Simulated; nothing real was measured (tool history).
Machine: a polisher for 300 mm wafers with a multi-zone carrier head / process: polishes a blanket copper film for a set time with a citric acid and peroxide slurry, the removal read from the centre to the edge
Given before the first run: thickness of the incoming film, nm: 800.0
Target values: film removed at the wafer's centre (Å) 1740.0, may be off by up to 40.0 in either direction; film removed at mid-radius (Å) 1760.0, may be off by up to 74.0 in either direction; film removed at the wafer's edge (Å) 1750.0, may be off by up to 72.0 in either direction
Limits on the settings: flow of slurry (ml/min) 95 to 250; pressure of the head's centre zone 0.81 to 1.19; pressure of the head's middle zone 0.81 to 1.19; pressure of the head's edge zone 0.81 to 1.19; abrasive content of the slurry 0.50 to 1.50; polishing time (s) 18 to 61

run	day	flow of slurry (ml/min)	pressure of the head's centre zone	pressure of the head's middle zone	pressure of the head's edge zone	abrasive content of the slurry	polishing time (s)	film removed at the wafer's centre (Å)	film removed at mid-radius (Å)	film removed at the wafer's edge (Å)
1	0.000	160	1.00	1.00	1.00	1.00	39	1466.1	1442.3	1465.8
2	0.308	160	1.08	1.00	1.00	1.00	39	1549.8	1470.1	1437.7
3	0.567	170	1.08	1.01	1.03	1.05	39	1599.4	1455.2	1462.3
4	0.879	170	1.01	1.01	1.03	1.05	39	1492.7	1477.7	1499.8
5	0.992	155	1.01	1.01	1.03	1.05	39	1451.3	1489.6	1483.0
6	1.267	155	1.01	1.01	1.03	1.20	39	1492.2	1499.3	1482.3
7	1.588	165	1.01	1.02	1.05	1.25	39	1512.5	1546.0	1553.3
8	1.950	175	1.02	1.03	1.06	1.25	39	1539.7	1554.8	1579.4
9	2.079	185	1.03	1.04	1.06	1.25	39	1574.6	1580.0	1562.6
10	2.433	190	1.03	1.05	1.07	1.30	39	1596.8	1644.5	1597.8
11	2.646	195	1.03	1.05	1.08	1.30	39	1631.0	1635.0	1613.8
12	2.762	230	1.02	1.10	1.16	1.40	39	1656.0	1790.5	1715.7
13	2.983	230	1.02	1.09	1.16	1.40	39	1677.5	1766.4	1696.8
14	3.254	230	1.02	1.07	1.18	1.45	39	1677.6	1702.5	1768.8

4 next moves are on the table. One of them brings every result within its allowed miss. Which?
A	3.525	240	0.94	1.09	1.18	1.20	42	?	?	?
B	3.525	230	1.05	1.08	1.17	1.50	39	?	?	?
C	3.525	245	0.97	1.00	1.19	1.50	39	?	?	?
D	3.525	180	1.03	1.04	1.17	1.50	39	?	?	?

move	film removed at the wafer's centre (Å)	film removed at mid-radius (Å)	film removed at the wafer's edge (Å)
A	1623.8	1842.3	1853.8
B	1741.8	1753.8	1774.4
C	1621.5	1656.7	1803.0
D	1639.0	1636.9	1727.2
A: lands further from the targets than the last run did
B: every result within its allowed miss
C: lands further from the targets than the last run did
D: lands further from the targets than the last run did
B meets every target.
